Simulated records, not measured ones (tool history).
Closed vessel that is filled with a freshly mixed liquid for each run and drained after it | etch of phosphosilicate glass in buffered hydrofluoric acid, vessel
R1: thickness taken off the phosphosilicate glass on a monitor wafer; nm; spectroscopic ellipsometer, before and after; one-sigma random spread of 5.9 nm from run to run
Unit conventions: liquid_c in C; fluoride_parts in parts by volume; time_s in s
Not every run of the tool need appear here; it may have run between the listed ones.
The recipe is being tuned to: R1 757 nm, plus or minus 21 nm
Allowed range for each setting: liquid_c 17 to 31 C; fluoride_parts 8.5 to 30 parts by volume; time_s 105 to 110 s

Run 1, hour 0: liquid_c 23 C, fluoride_parts 23 parts by volume, time_s 105 s. Result: R1 477.48 nm.
Run 2, hour 8.8: liquid_c 23 C, fluoride_parts 23 parts by volume, time_s 110 s. Result: R1 504.39 nm.
Run 3, hour 14.9: liquid_c 20 C, fluoride_parts 23 parts by volume, time_s 110 s. Result: R1 431.03 nm.
Run 4, hour 21.3: liquid_c 20 C, fluoride_parts 17 parts by volume, time_s 110 s. Result: R1 560.24 nm.
Run 5, hour 27.7: liquid_c 20 C, fluoride_parts 17 parts by volume, time_s 110 s. Result: R1 552.24 nm.
Run 6, hour 32.6: liquid_c 21 C, fluoride_parts 17 parts by volume, time_s 110 s. Result: R1 584.18 nm.
Run 7, hour 36.9: liquid_c 22 C, fluoride_parts 17 parts by volume, time_s 110 s. Result: R1 616.37 nm.
Run 8, hour 43.7: liquid_c 22.5 C, fluoride_parts 17 parts by volume, time_s 110 s. Result: R1 643.97 nm.
Run 9, hour 52.4: liquid_c 22.5 C, fluoride_parts 17 parts by volume, time_s 110 s. Result: R1 632.25 nm.
Run 10, hour 53.9: liquid_c 23 C, fluoride_parts 17 parts by volume, time_s 110 s. Result: R1 662.08 nm.
Run 11, hour 61.2: liquid_c 23.5 C, fluoride_parts 17 parts by volume, time_s 110 s. Result: R1 671.64 nm.
Run 12, hour 63.7: liquid_c 24 C, fluoride_parts 17 parts by volume, time_s 110 s. Result: R1 694.59 nm.
Run 13, hour 70.9: liquid_c 24.5 C, fluoride_parts 17 parts by volume, time_s 110 s. Result: R1 713.82 nm.
Run 14, hour 79.3: liquid_c 25 C, fluoride_parts 17 parts by volume, time_s 110 s. Result: R1 726.65 nm.

Next run, 4 choices. One meets every target within its allowed miss, the rest don't. Which?
Run A, hour 87.7: liquid_c 25 C, fluoride_parts 16.5 parts by volume, time_s 105 s. Result: R1 ?.
Run B, hour 87.7: liquid_c 22 C, fluoride_parts 13 parts by volume, time_s 110 s. Result: R1 ?.
Run C, hour 87.7: liquid_c 24.5 C, fluoride_parts 16 parts by volume, time_s 110 s. Result: R1 ?.
Run D, hour 87.7: liquid_c 26 C, fluoride_parts 19 parts by volume, time_s 110 s. Result: R1 ?.

move      R1
   A  719.85
   B  808.61
   C  756.45
   D  692.85
A: lands further from the targets than the last run did
B: pushes the last run's worst result past its target
C: every result within its allowed miss
D: lands further from the targets than the last run did
C is the move that brings every result within its allowed miss.

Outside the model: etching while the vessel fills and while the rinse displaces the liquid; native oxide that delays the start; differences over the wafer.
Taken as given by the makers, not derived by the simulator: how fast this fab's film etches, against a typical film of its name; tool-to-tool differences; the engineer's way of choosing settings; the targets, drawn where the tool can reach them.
